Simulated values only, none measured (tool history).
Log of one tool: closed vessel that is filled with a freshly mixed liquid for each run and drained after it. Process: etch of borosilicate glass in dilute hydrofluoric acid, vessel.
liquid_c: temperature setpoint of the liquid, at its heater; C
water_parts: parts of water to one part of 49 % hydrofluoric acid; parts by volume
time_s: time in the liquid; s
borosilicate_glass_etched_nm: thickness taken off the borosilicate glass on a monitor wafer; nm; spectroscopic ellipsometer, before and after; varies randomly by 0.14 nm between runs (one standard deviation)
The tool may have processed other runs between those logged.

Run 1, hour 0.0: liquid_c 21.0 C, water_parts 55 parts by volume, time_s 35 s. Result: borosilicate_glass_etched_nm 18.720 nm.
Run 2, hour 8.3: liquid_c 21.0 C, water_parts 45 parts by volume, time_s 35 s. Result: borosilicate_glass_etched_nm 23.601 nm.
Run 3, hour 15.8: liquid_c 21.0 C, water_parts 45 parts by volume, time_s 35 s. Result: borosilicate_glass_etched_nm 23.774 nm.
Run 4, hour 19.0: liquid_c 20.0 C, water_parts 50 parts by volume, time_s 35 s. Result: borosilicate_glass_etched_nm 20.022 nm.
Run 5, hour 19.7: liquid_c 19.5 C, water_parts 50 parts by volume, time_s 35 s. Result: borosilicate_glass_etched_nm 19.943 nm.
Run 6, hour 23.9: liquid_c 19.5 C, water_parts 50 parts by volume, time_s 35 s. Result: borosilicate_glass_etched_nm 19.965 nm.

What will run 7 give?
Run 7, hour 26.0: liquid_c 19.0 C, water_parts 55 parts by volume, time_s 35 s. Result: borosilicate_glass_etched_nm ?.

borosilicate_glass_etched_nm: 17.354 nm
